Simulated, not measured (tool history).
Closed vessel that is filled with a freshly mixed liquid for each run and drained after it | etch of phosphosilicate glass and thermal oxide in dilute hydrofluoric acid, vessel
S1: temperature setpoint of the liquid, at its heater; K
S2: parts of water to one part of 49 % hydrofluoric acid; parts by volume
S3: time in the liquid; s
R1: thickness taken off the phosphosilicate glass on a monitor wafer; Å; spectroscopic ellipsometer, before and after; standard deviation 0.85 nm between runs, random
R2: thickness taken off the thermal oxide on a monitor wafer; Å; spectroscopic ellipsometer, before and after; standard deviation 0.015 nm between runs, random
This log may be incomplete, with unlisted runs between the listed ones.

run	hour	S1	S2	S3	R1	R2
1	0.0	298.15	50	60	2376.5	59.153
2	9.3	296.15	60	60	1827.1	44.922
3	11.5	294.65	65	60	1576.8	38.313
4	17.9	294.65	65	50	1305.9	32.737
5	20.9	291.15	65	50	1147.6	28.082
6	22.8	291.15	70	50	1041.4	25.823
7	25.6	290.65	70	50	1030.1	25.289

Run 8 comes next. What will it give?
8	29.1	290.65	75	50	?	?

Run 8 yielded R1 942.4 Å, R2 23.463 Å.

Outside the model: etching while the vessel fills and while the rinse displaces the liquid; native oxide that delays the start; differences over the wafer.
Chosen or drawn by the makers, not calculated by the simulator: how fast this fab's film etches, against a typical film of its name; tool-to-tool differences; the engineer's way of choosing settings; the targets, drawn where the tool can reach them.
